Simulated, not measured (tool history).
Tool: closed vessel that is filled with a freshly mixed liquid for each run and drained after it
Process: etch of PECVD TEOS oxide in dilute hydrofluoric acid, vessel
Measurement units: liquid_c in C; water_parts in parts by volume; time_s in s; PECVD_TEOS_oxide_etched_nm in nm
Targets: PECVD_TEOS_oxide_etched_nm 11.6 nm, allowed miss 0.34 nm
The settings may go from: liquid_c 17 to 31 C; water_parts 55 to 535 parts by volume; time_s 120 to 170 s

{"run": 1, "hour": 0.0, "liquid_c": 23, "water_parts": 295, "time_s": 170, "PECVD_TEOS_oxide_etched_nm": 5.5693}
{"run": 2, "hour": 7.5, "liquid_c": 24, "water_parts": 280, "time_s": 170, "PECVD_TEOS_oxide_etched_nm": 6.0548}
{"run": 3, "hour": 11.3, "liquid_c": 21.5, "water_parts": 280, "time_s": 170, "PECVD_TEOS_oxide_etched_nm": 5.623}
{"run": 4, "hour": 12.3, "liquid_c": 23, "water_parts": 280, "time_s": 170, "PECVD_TEOS_oxide_etched_nm": 5.9517}
{"hour": 16.5, "done": "hydrofluoric acid flow meter replaced"}
{"run": 5, "hour": 16.5, "liquid_c": 24, "water_parts": 265, "time_s": 170, "PECVD_TEOS_oxide_etched_nm": 6.053}
{"run": 6, "hour": 22.9, "liquid_c": 24, "water_parts": 235, "time_s": 170, "PECVD_TEOS_oxide_etched_nm": 7.0482}
{"run": 7, "hour": 27.4, "liquid_c": 24.5, "water_parts": 220, "time_s": 170, "PECVD_TEOS_oxide_etched_nm": 7.7479}
{"run": 8, "hour": 34.8, "liquid_c": 25, "water_parts": 210, "time_s": 170, "PECVD_TEOS_oxide_etched_nm": 8.3243}
{"run": 9, "hour": 42.4, "liquid_c": 25.5, "water_parts": 205, "time_s": 170, "PECVD_TEOS_oxide_etched_nm": 8.8263}
{"run": 10, "hour": 50.6, "liquid_c": 26, "water_parts": 200, "time_s": 170, "PECVD_TEOS_oxide_etched_nm": 9.2019}
{"run": 11, "hour": 52.0, "liquid_c": 30, "water_parts": 180, "time_s": 170, "PECVD_TEOS_oxide_etched_nm": 12.121}

Exercise: of the 4 proposed moves below, exactly one satisfies all targets within the stated allowed misses. Which move is it?
{"run": "A", "hour": 53.4, "liquid_c": 30.5, "water_parts": 180, "time_s": 170, "PECVD_TEOS_oxide_etched_nm": "?"}
{"run": "B", "hour": 53.4, "liquid_c": 28, "water_parts": 175, "time_s": 170, "PECVD_TEOS_oxide_etched_nm": "?"}
{"run": "C", "hour": 53.4, "liquid_c": 31, "water_parts": 180, "time_s": 170, "PECVD_TEOS_oxide_etched_nm": "?"}
{"run": "D", "hour": 53.4, "liquid_c": 31, "water_parts": 185, "time_s": 170, "PECVD_TEOS_oxide_etched_nm": "?"}

move=A PECVD_TEOS_oxide_etched_nm=12.352
move=B PECVD_TEOS_oxide_etched_nm=11.699
move=C PECVD_TEOS_oxide_etched_nm=12.568
move=D PECVD_TEOS_oxide_etched_nm=12.151
A: lands further from the targets than the last run did
B: in spec on every target
C: lands further from the targets than the last run did
D: lands further from the targets than the last run did
Answer: B
